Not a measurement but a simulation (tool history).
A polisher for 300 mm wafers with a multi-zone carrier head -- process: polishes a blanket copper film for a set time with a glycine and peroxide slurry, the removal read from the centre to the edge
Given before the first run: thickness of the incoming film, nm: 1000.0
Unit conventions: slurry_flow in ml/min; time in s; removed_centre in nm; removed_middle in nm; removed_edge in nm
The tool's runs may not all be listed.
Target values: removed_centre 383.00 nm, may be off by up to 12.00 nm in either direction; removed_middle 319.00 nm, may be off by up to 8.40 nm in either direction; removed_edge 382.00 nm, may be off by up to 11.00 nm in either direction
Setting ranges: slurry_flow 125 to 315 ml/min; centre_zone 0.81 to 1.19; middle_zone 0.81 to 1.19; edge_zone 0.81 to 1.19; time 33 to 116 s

{"run": 1, "day": 0.0, "slurry_flow": 205, "centre_zone": 1.0, "middle_zone": 1.0, "edge_zone": 1.0, "time": 74, "removed_centre": 350.11, "removed_middle": 342.53, "removed_edge": 359.23}
{"run": 2, "day": 0.133, "slurry_flow": 205, "centre_zone": 1.01, "middle_zone": 0.99, "edge_zone": 1.01, "time": 74, "removed_centre": 346.21, "removed_middle": 339.55, "removed_edge": 357.23}
{"run": 3, "day": 0.229, "slurry_flow": 225, "centre_zone": 1.01, "middle_zone": 0.99, "edge_zone": 1.01, "time": 74, "removed_centre": 351.48, "removed_middle": 345.43, "removed_edge": 356.83}
{"run": 4, "day": 0.425, "slurry_flow": 215, "centre_zone": 1.02, "middle_zone": 0.98, "edge_zone": 1.02, "time": 74, "removed_centre": 353.02, "removed_middle": 337.28, "removed_edge": 359.07}
{"run": 5, "day": 0.525, "slurry_flow": 215, "centre_zone": 1.02, "middle_zone": 0.98, "edge_zone": 1.09, "time": 74, "removed_centre": 352.61, "removed_middle": 336.47, "removed_edge": 370.07}
{"run": 6, "day": 0.583, "slurry_flow": 215, "centre_zone": 1.1, "middle_zone": 0.98, "edge_zone": 1.09, "time": 74, "removed_centre": 382.1, "removed_middle": 336.7, "removed_edge": 367.05}
{"run": 7, "day": 0.696, "slurry_flow": 210, "centre_zone": 1.1, "middle_zone": 0.97, "edge_zone": 1.1, "time": 74, "removed_centre": 380.25, "removed_middle": 338.75, "removed_edge": 374.33}
{"run": 8, "day": 0.767, "slurry_flow": 210, "centre_zone": 1.1, "middle_zone": 0.96, "edge_zone": 1.1, "time": 74, "removed_centre": 375.04, "removed_middle": 331.96, "removed_edge": 375.01}
{"run": 9, "day": 0.862, "slurry_flow": 210, "centre_zone": 1.11, "middle_zone": 0.95, "edge_zone": 1.1, "time": 74, "removed_centre": 377.48, "removed_middle": 331.54, "removed_edge": 366.83}

Of the 5 settings listed for the next run, only one would bring every result within its allowed miss of target. Which one?
{"run": "A", "day": 0.958, "slurry_flow": 220, "centre_zone": 1.08, "middle_zone": 1.0, "edge_zone": 1.03, "time": 72, "removed_centre": "?", "removed_middle": "?", "removed_edge": "?"}
{"run": "B", "day": 0.958, "slurry_flow": 230, "centre_zone": 1.15, "middle_zone": 0.98, "edge_zone": 0.96, "time": 71, "removed_centre": "?", "removed_middle": "?", "removed_edge": "?"}
{"run": "C", "day": 0.958, "slurry_flow": 230, "centre_zone": 1.13, "middle_zone": 1.01, "edge_zone": 0.98, "time": 72, "removed_centre": "?", "removed_middle": "?", "removed_edge": "?"}
{"run": "D", "day": 0.958, "slurry_flow": 315, "centre_zone": 1.16, "middle_zone": 0.97, "edge_zone": 1.09, "time": 67, "removed_centre": "?", "removed_middle": "?", "removed_edge": "?"}
{"run": "E", "day": 0.958, "slurry_flow": 130, "centre_zone": 1.16, "middle_zone": 0.94, "edge_zone": 1.13, "time": 79, "removed_centre": "?", "removed_middle": "?", "removed_edge": "?"}

move=A removed_centre=361.49 removed_middle=339.30 removed_edge=353.25
move=B removed_centre=378.38 removed_middle=330.94 removed_edge=338.38
move=C removed_centre=378.16 removed_middle=344.26 removed_edge=346.39
move=D removed_centre=375.77 removed_middle=321.89 removed_edge=349.86
move=E removed_centre=380.41 removed_middle=323.12 removed_edge=381.32
A: moves away from the targets compared with the last run
B: moves away from the targets compared with the last run
C: moves away from the targets compared with the last run
D: brings the last run's worst result on target, with another outside its allowed miss
E: hits every target within its allowed miss
Go with E: it meets all targets.

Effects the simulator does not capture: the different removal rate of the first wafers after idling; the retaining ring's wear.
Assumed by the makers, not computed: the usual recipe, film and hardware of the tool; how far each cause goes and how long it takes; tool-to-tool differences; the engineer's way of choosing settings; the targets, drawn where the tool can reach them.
